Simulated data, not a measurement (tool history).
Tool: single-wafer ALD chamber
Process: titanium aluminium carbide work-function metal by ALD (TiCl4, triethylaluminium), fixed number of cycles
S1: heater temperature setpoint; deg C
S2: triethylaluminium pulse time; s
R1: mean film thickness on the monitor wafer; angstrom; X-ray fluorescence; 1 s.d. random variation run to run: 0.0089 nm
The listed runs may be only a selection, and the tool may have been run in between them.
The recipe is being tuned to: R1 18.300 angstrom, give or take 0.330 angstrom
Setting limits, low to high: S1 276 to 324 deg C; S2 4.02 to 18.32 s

run   hour   S1     S2      R1
  1    0.0  300  11.17  20.124
  2    1.4  298  10.91  19.683
  3    2.3  297  10.80  19.624
  4    9.6  304  10.80  20.234
  5   17.9  309  10.80  21.087
  6   21.6  309   8.06  19.318
  7   24.3  308   8.01  19.306
  8   29.0  296   6.35  15.455
  9   32.2  298   6.38  15.744
 10   35.8  310   9.18  20.322
 11   44.6  310   9.18  20.485
 12   53.6  309   9.16  20.065
 13   57.7  309   9.16  20.456
 14   65.2  308   9.14  20.240
 15   72.9  307   9.12  20.013
 16   77.5  306   9.10  19.994
 17   78.7  294   6.42  15.425
 18   87.2  296   6.45  15.728
 19   91.5  298   6.47  15.815
 20   92.4  300   6.49  15.974
 21   96.6  301   6.51  16.034
 22   99.1  303   6.53  16.458
 23  105.0  315   7.89  19.843
 24  106.2  314   7.87  19.502
 25  114.2  313   7.86  19.448
 26  122.9  312   7.85  19.301
 27  131.5  311   7.84  19.340
 28  135.1  311   7.84  19.214

Which of these 4 next moves meets every target?
  A  138.7  299  7.33   ?
  B  138.7  312  7.09   ?
  C  138.7  300  8.93   ?
  D  138.7  310  9.21   ?

move      R1
   A  17.707
   B  18.457
   C  19.436
   D  20.587
A: takes the biggest miss from the last run beyond its target
B: meets every target
C: the biggest miss grows against the last run
D: the biggest miss grows against the last run
The move that meets every target is B.
